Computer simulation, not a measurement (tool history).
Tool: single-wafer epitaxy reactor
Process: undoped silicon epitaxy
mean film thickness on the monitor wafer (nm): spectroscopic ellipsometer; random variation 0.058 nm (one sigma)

run	hour	wafer temperature setpoint (pyrometer-controlled) (K)	deposition time (s)	mean film thickness on the monitor wafer (nm)
1	0.0	898.15	152	17.902
2	0.7	898.15	135	16.049
3	8.9	898.15	144	16.914
4	10.7	898.15	123	14.583
5	16.0	907.15	123	17.642
6	21.9	898.15	122	14.398

The next listed run, before its measurement:
7	29.8	898.15	122	?

Run 7 gave mean film thickness on the monitor wafer (nm) 14.389.

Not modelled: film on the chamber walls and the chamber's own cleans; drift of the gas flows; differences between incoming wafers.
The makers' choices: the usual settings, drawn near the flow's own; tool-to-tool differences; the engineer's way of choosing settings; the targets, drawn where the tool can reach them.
